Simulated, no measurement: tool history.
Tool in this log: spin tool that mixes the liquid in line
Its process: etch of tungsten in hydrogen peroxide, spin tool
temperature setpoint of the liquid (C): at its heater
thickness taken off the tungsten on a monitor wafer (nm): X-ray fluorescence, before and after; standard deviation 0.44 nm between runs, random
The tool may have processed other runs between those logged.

run  hour  temperature setpoint of the liquid (C)  concentration of hydrogen peroxide in the mixed liquid (% by weight)  time under the liquid (s)  thickness taken off the tungsten on a monitor wafer (nm)
  1     0                                      49                                                                  25.5                         45                                                    119.97
  2     5                                    48.5                                                                  25.5                         45                                                    116.19
  3   9.6                                      48                                                                  25.5                         45                                                    113.07
  4  13.4                                      48                                                                    29                         45                                                       120
  5  19.1                                      53                                                                    29                         45                                                     162.4
  6    20                                    55.5                                                                    29                         45                                                     188.9
  7    22                                      54                                                                    29                         45                                                     174.1
  8  29.8                                    52.5                                                                    29                         45                                                    158.32
  9  34.5                                    52.5                                                                    29                         45                                                    159.27
 10  41.5                                      51                                                                    29                         45                                                    145.34
 11  46.6                                      50                                                                    29                         45                                                    136.24
 12  54.5                                      49                                                                    29                         45                                                    128.11
 13    59                                      48                                                                    29                         45                                                    119.67
 14  65.1                                    47.5                                                                    29                         45                                                    115.89
 15  72.7                                      47                                                                    29                         45                                                    112.91
 16  80.6                                    46.5                                                                    29                         45                                                    109.32
 17  82.5                                    46.5                                                                    29                         45                                                     109.7

What will run 18 give?
 18  88.4                                      46                                                                    29                         45                                                         ?

thickness taken off the tungsten on a monitor wafer (nm): 106.38
